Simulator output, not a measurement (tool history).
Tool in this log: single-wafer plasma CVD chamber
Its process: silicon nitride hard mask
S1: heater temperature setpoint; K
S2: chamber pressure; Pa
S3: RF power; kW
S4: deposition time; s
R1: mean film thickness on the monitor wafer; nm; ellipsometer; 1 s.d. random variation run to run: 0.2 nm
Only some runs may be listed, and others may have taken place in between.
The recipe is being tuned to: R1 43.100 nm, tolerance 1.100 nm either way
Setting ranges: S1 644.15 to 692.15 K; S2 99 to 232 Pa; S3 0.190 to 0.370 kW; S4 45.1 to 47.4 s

{"run": 1, "hour": 0.0, "S1": 668.15, "S2": 165, "S3": 0.28, "S4": 47.4, "R1": 48.765}
{"run": 2, "hour": 6.4, "S1": 659.15, "S2": 165, "S3": 0.28, "S4": 47.4, "R1": 48.988}
{"run": 3, "hour": 14.7, "S1": 659.15, "S2": 183, "S3": 0.28, "S4": 47.4, "R1": 50.67}
{"run": 4, "hour": 23.7, "S1": 659.15, "S2": 183, "S3": 0.28, "S4": 47.4, "R1": 50.363}
{"run": 5, "hour": 25.4, "S1": 659.15, "S2": 183, "S3": 0.26, "S4": 47.4, "R1": 47.986}
{"run": 6, "hour": 29.9, "S1": 659.15, "S2": 183, "S3": 0.24, "S4": 47.4, "R1": 45.35}
{"run": 7, "hour": 32.9, "S1": 659.15, "S2": 179, "S3": 0.24, "S4": 47.4, "R1": 45.017}
{"hour": 40.4, "done": "RF generator calibrated"}
{"run": 8, "hour": 40.4, "S1": 659.15, "S2": 175, "S3": 0.24, "S4": 47.4, "R1": 46.339}
{"run": 9, "hour": 46.2, "S1": 659.15, "S2": 175, "S3": 0.235, "S4": 47.2, "R1": 45.595}
{"run": 10, "hour": 53.1, "S1": 659.15, "S2": 175, "S3": 0.23, "S4": 47.1, "R1": 44.548}

4 next moves are on the table. One of them brings every result within its allowed miss. Which?
{"run": "A", "hour": 60.0, "S1": 662.15, "S2": 184, "S3": 0.21, "S4": 45.1, "R1": "?"}
{"run": "B", "hour": 60.0, "S1": 664.15, "S2": 177, "S3": 0.2, "S4": 47.4, "R1": "?"}
{"run": "C", "hour": 60.0, "S1": 649.15, "S2": 161, "S3": 0.24, "S4": 45.1, "R1": "?"}
{"run": "D", "hour": 60.0, "S1": 662.15, "S2": 175, "S3": 0.25, "S4": 45.6, "R1": "?"}

move=A R1=40.359
move=B R1=40.462
move=C R1=43.346
move=D R1=45.814
A: pushes the last run's worst result past its target
B: pushes the last run's worst result past its target
C: all results land within tolerance of their targets
D: lands further from the targets than the last run did
C is the move that brings every result within its allowed miss.

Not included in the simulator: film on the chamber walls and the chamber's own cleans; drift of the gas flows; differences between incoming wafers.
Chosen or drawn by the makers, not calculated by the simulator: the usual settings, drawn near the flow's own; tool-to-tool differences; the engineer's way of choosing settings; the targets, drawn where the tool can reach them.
